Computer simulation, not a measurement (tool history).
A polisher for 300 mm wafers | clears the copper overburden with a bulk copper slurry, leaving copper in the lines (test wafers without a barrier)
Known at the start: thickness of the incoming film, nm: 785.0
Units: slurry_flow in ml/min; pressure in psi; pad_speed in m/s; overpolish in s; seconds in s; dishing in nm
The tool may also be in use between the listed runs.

run    day  slurry_flow  pressure  pad_speed  slurry_solids  overpolish  seconds  dishing
  1      0          230       1.8       1.26              1          12   103.97   49.609
  2  0.229          230       1.8       0.96              1          12      129   42.104
  3  0.504          240       1.6       0.98           1.05          11   139.01   36.896
  4  0.621          240       1.8       0.98           1.05          11   124.37   39.237
  5  0.992          240       1.5       0.98           1.05          11   140.63   34.456
  6  1.112          245       1.4       0.98            1.1          10   151.98   30.201
  7  1.458          245       1.4       0.98            1.1          10   152.02   32.211

Run 8 comes next. What will it give?
  8  1.604          265       1.4       0.98              1           9        ?        ?

seconds: 153.73 s
dishing: 27.435 nm
